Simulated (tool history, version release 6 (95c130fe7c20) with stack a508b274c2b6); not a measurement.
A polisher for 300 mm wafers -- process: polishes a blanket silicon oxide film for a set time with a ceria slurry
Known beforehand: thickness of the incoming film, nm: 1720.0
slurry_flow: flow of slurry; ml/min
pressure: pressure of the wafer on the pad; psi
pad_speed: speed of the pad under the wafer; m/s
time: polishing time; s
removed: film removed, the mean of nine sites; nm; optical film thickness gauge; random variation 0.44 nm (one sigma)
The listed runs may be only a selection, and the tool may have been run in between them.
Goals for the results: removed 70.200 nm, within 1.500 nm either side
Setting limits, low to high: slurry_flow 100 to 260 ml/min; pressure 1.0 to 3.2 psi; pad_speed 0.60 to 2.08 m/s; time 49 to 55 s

| run | day | slurry_flow | pressure | pad_speed | time | removed |
|---|---|---|---|---|---|---|
| 1 | 0.000 | 165 | 2.1 | 1.34 | 55 | 186.110 |
| 2 | 0.304 | 160 | 1.9 | 1.24 | 55 | 156.820 |
| 3 | 0.667 | 160 | 1.9 | 1.24 | 49 | 138.510 |
| 4 | 0.783 | 130 | 1.9 | 1.24 | 49 | 134.020 |
| 5 | 1.071 | 130 | 2.1 | 1.24 | 49 | 148.240 |
|  | 1.246 | worn pad replaced by a new one |
| 6 | 1.246 | 130 | 2.4 | 1.24 | 49 | 176.040 |
| 7 | 1.308 | 125 | 2.2 | 1.22 | 49 | 159.600 |
| 8 | 1.683 | 125 | 2.0 | 1.18 | 49 | 140.890 |
| 9 | 1.817 | 125 | 1.8 | 1.12 | 49 | 123.170 |

4 candidate next runs follow, results not yet known. Just one meets every target within its allowed miss. Identify it.
| A | 1.950 | 115 | 1.3 | 0.84 | 49 | ? |
| B | 1.950 | 110 | 1.1 | 0.84 | 51 | ? |
| C | 1.950 | 100 | 1.1 | 0.72 | 49 | ? |
| D | 1.950 | 125 | 1.5 | 0.70 | 49 | ? |

| move | removed |
|---|---|
| A | 69.496 |
| B | 62.585 |
| C | 50.845 |
| D | 66.972 |
A: hits every target within its allowed miss
B: the result that was furthest off in the last run now lies on the other side of its target
C: the result that was furthest off in the last run now lies on the other side of its target
D: the result that was furthest off in the last run now lies on the other side of its target
The right move is A.
